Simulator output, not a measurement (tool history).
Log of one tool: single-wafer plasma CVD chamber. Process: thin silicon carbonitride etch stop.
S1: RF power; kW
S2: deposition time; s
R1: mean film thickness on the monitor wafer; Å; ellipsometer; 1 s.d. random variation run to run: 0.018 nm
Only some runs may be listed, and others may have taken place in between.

run	hour	S1	S2	R1
1	0	0.175	17.2	89.974
2	7.7	0.195	17.2	93.806
3	12.2	0.195	18.8	102.64
4	13.5	0.185	18.8	100.95
5	20	0.175	18.8	99.178
6	21.3	0.175	21.2	111

Run 7 comes next. What will it give?
7	29.3	0.155	18.1	?

R1: 90.661 Å
